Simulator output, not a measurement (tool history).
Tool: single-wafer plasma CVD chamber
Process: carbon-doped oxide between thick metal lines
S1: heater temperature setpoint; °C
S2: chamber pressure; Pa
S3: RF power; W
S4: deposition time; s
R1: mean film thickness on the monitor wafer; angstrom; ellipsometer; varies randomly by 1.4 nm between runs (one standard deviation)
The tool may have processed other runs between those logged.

{"run": 1, "day": 0.0, "S1": 340, "S2": 468, "S3": 485, "S4": 144, "R1": 6277.1}
{"run": 2, "day": 0.329, "S1": 342, "S2": 448, "S3": 470, "S4": 144, "R1": 6042.6}
{"run": 3, "day": 0.429, "S1": 344, "S2": 432, "S3": 465, "S4": 144, "R1": 5934.5}
{"run": 4, "day": 0.704, "S1": 344, "S2": 432, "S3": 495, "S4": 144, "R1": 6233.3}
{"run": 5, "day": 1.046, "S1": 346, "S2": 413, "S3": 485, "S4": 144, "R1": 6060.2}
{"run": 6, "day": 1.142, "S1": 348, "S2": 397, "S3": 480, "S4": 144, "R1": 5968.3}
{"run": 7, "day": 1.283, "S1": 354, "S2": 345, "S3": 445, "S4": 143, "R1": 5431.9}
{"run": 8, "day": 1.346, "S1": 353, "S2": 352, "S3": 445, "S4": 143, "R1": 5447.7}

Run 9 comes next. What will it give?
{"run": 9, "day": 1.596, "S1": 352, "S2": 359, "S3": 445, "S4": 143, "R1": "?"}

{"run 9": {"R1": 5457.6}}

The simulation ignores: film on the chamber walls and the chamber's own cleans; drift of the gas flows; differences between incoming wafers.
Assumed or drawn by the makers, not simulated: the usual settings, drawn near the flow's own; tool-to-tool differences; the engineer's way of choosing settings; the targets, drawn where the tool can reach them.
